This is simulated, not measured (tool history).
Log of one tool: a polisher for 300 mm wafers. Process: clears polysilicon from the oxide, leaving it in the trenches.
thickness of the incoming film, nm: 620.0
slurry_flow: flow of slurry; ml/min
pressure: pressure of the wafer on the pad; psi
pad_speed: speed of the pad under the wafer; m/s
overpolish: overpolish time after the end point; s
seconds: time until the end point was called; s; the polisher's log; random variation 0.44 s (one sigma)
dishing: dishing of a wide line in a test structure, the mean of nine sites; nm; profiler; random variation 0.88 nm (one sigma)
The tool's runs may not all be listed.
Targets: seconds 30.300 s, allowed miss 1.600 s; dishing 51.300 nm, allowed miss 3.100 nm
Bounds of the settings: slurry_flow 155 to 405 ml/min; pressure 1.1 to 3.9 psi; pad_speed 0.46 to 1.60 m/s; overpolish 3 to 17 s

run,day,slurry_flow,pressure,pad_speed,overpolish,seconds,dishing
1,0.000,260,2.5,1.02,9,51.553,47.989
2,0.192,260,2.5,1.24,9,42.466,48.766
3,0.508,260,2.5,1.10,9,47.983,48.656
4,0.762,200,2.5,1.10,9,50.629,45.971
5,1.092,200,2.5,1.10,6,49.411,40.907
6,1.404,200,2.5,1.10,3,50.733,27.128
# day 1.479: slurry nozzle cleaned
7,1.479,200,3.2,1.16,7,35.400,47.446
8,1.521,200,3.3,1.16,7,35.008,49.344
9,1.879,200,3.4,1.16,7,33.911,49.722
10,2.196,200,3.5,1.16,7,32.059,48.002

Which of these 4 next moves meets every target?
A,2.512,205,3.6,1.34,4,?,?
B,2.512,340,3.8,1.08,9,?,?
C,2.512,180,3.4,1.12,7,?,?
D,2.512,155,3.7,1.12,6,?,?

move,seconds,dishing
A,27.763,44.736
B,30.419,52.633
C,35.447,49.216
D,33.578,47.958
A: takes the result that was furthest off past its target
B: meets every target
C: further off than the last run
D: further off than the last run
The right move is B.

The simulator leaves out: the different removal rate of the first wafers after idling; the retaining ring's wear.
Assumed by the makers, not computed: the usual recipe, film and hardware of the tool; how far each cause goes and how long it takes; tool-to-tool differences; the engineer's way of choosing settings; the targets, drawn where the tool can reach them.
